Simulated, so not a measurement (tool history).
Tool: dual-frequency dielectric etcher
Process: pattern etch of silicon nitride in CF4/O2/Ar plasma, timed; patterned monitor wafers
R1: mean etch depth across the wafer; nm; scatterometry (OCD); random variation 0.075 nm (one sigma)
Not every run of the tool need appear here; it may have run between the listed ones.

Run 1, hour 0: source power (W) 420, bias power (W) 60, Ar flow (sccm) 120, CF4 flow (sccm) 79, etch time (s) 15. Result: R1 25.233 nm.
Run 2, hour 1.7: source power (W) 420, bias power (W) 55, Ar flow (sccm) 120, CF4 flow (sccm) 79, etch time (s) 15. Result: R1 24.169 nm.
Run 3, hour 6: source power (W) 420, bias power (W) 55, Ar flow (sccm) 120, CF4 flow (sccm) 73, etch time (s) 15. Result: R1 23.94 nm.
Run 4, hour 7.2: source power (W) 420, bias power (W) 55, Ar flow (sccm) 120, CF4 flow (sccm) 73, etch time (s) 15.5. Result: R1 25.007 nm.
Run 5, hour 14.7: source power (W) 420, bias power (W) 49, Ar flow (sccm) 120, CF4 flow (sccm) 73, etch time (s) 15.5. Result: R1 23.636 nm.
Run 6, hour 22.3: source power (W) 410, bias power (W) 49, Ar flow (sccm) 120, CF4 flow (sccm) 73, etch time (s) 15.5. Result: R1 23.248 nm.
Run 7, hour 26: source power (W) 400, bias power (W) 49, Ar flow (sccm) 120, CF4 flow (sccm) 73, etch time (s) 15.5. Result: R1 22.705 nm.
Run 8, hour 31.9: source power (W) 400, bias power (W) 49, Ar flow (sccm) 120, CF4 flow (sccm) 73, etch time (s) 15.5. Result: R1 22.865 nm.

Run 9 is up next; what results do you expect?
Run 9, hour 33.6: source power (W) 320, bias power (W) 48, Ar flow (sccm) 120, CF4 flow (sccm) 73, etch time (s) 15.5. Result: R1 ?.

{"run 9": {"R1": 18.991}}

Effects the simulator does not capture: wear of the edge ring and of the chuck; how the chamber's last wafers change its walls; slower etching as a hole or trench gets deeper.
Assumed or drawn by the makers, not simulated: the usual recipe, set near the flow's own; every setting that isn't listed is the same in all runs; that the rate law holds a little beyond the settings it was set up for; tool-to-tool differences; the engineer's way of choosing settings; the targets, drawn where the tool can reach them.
